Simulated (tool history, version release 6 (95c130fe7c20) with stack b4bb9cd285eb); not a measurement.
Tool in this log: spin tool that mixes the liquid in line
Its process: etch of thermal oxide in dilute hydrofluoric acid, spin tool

| run | hour | temperature setpoint of the liquid (K) | parts of water to one part of 49 % hydrofluoric acid (parts by volume) | time under the liquid (s) | thickness taken off the thermal oxide on a monitor wafer (nm) |
|---|---|---|---|---|---|
| 1 | 0 | 297.15 | 100 | 100 | 4.4874 |
| 2 | 3.4 | 297.15 | 85 | 100 | 5.3896 |
| 3 | 7.6 | 297.15 | 85 | 75 | 4.0462 |
| 4 | 16.3 | 297.15 | 85 | 100 | 5.3902 |
| 5 | 19.5 | 299.15 | 85 | 100 | 5.8539 |
| 6 | 26.4 | 299.15 | 85 | 100 | 5.8371 |
| 7 | 28.7 | 298.15 | 90 | 100 | 5.2481 |
| 8 | 37 | 297.15 | 95 | 100 | 4.7493 |
| 9 | 45.2 | 296.15 | 100 | 100 | 4.3515 |
| 10 | 54.1 | 295.65 | 105 | 100 | 3.9998 |

The next listed run, before its measurement:
| 11 | 59.6 | 295.15 | 110 | 100 | ? |

Run 11 came out at thickness taken off the thermal oxide on a monitor wafer (nm) 3.722.
